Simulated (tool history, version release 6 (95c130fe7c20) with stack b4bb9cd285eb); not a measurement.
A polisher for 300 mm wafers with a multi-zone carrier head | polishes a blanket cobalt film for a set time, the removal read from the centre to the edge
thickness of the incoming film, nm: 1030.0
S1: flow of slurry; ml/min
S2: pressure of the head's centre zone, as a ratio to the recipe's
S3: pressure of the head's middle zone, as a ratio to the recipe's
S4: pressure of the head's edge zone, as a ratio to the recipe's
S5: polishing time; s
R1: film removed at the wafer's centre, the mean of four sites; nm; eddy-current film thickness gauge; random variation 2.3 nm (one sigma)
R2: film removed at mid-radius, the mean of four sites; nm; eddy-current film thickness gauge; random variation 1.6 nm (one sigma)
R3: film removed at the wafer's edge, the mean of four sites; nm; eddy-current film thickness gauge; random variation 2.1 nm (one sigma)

run,hour,S1,S2,S3,S4,S5,R1,R2,R3
1,0,135,1,1,1,67,251.51,243.68,256.21
2,1.5,130,0.98,1,0.98,64,230.94,227.11,243.61
3,7.4,130,0.98,1.06,0.98,64,233.05,245.03,246.8
4,9.6,115,0.98,1.06,0.98,64,225.47,238.01,235.38
5,14.4,115,1.02,1.06,0.98,64,230.17,237.69,240.89
6,15.6,110,1,1.05,0.96,62,221.85,223.41,227.17
7,20.7,105,0.98,1.05,0.95,60,211.63,217.22,218.05
8,25.5,90,0.88,1,0.88,45,135.08,151.95,157.53
9,26.3,100,0.89,1.01,0.89,45,138.28,154.74,158.37
10,32.6,105,0.9,1.02,0.9,45,138.76,156.85,159.7

The next listed run, before its measurement:
11,39.4,110,0.91,1.03,0.91,45,?,?,?

R1: 147.46 nm
R2: 161.62 nm
R3: 161.71 nm
